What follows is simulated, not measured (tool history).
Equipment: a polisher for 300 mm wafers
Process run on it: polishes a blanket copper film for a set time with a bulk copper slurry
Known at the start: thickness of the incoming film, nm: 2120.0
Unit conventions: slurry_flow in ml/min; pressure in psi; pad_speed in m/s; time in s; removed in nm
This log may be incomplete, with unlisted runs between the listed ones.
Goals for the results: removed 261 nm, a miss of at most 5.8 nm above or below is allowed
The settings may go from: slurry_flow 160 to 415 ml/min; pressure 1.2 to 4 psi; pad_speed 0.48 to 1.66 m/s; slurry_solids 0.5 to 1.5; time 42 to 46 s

Run 1, hour 0: slurry_flow 265 ml/min, pressure 2.6 psi, pad_speed 1.06 m/s, slurry_solids 1, time 46 s. Result: removed 342.83 nm.
Run 2, hour 2.2: slurry_flow 230 ml/min, pressure 2.6 psi, pad_speed 1.06 m/s, slurry_solids 1, time 46 s. Result: removed 340.33 nm.
Run 3, hour 4.2: slurry_flow 280 ml/min, pressure 2.6 psi, pad_speed 1.06 m/s, slurry_solids 1, time 46 s. Result: removed 346.18 nm.
Run 4, hour 11.4: slurry_flow 280 ml/min, pressure 2.6 psi, pad_speed 0.92 m/s, slurry_solids 1, time 46 s. Result: removed 302.58 nm.
Run 5, hour 17.3: slurry_flow 280 ml/min, pressure 3 psi, pad_speed 0.92 m/s, slurry_solids 1, time 46 s. Result: removed 354.24 nm.
Run 6, hour 22.9: slurry_flow 280 ml/min, pressure 2.9 psi, pad_speed 0.92 m/s, slurry_solids 1, time 46 s. Result: removed 339.29 nm.
Run 7, hour 27.7: slurry_flow 280 ml/min, pressure 2.9 psi, pad_speed 0.92 m/s, slurry_solids 1, time 46 s. Result: removed 339.78 nm.
Run 8, hour 29.7: slurry_flow 280 ml/min, pressure 2.8 psi, pad_speed 0.92 m/s, slurry_solids 1, time 46 s. Result: removed 328.37 nm.
Run 9, hour 30.5: slurry_flow 275 ml/min, pressure 2.7 psi, pad_speed 0.92 m/s, slurry_solids 1, time 46 s. Result: removed 317.02 nm.
Run 10, hour 32.3: slurry_flow 275 ml/min, pressure 2.6 psi, pad_speed 0.92 m/s, slurry_solids 1, time 46 s. Result: removed 306.89 nm.
Run 11, hour 40.6: slurry_flow 275 ml/min, pressure 2.5 psi, pad_speed 0.92 m/s, slurry_solids 1, time 46 s. Result: removed 292.94 nm.
Run 12, hour 47.6: slurry_flow 270 ml/min, pressure 2.3 psi, pad_speed 0.92 m/s, slurry_solids 1, time 46 s. Result: removed 271.67 nm.

Of the 4 settings listed for the next run, only one would bring every result within its allowed miss of target. Which one?
Run A, hour 54.6: slurry_flow 280 ml/min, pressure 2.5 psi, pad_speed 0.94 m/s, slurry_solids 0.95, time 46 s. Result: removed ?.
Run B, hour 54.6: slurry_flow 340 ml/min, pressure 2.3 psi, pad_speed 0.92 m/s, slurry_solids 1.15, time 42 s. Result: removed ?.
Run C, hour 54.6: slurry_flow 280 ml/min, pressure 2.4 psi, pad_speed 0.96 m/s, slurry_solids 0.9, time 45 s. Result: removed ?.
Run D, hour 54.6: slurry_flow 285 ml/min, pressure 1.9 psi, pad_speed 1.26 m/s, slurry_solids 1, time 43 s. Result: removed ?.

move  removed
   A   300.72
   B    262.9
   C   284.93
   D   282.29
A: its largest miss is bigger than the last run's
B: each result inside its tolerance
C: its largest miss is bigger than the last run's
D: its largest miss is bigger than the last run's
Correct choice: B, which meets every target
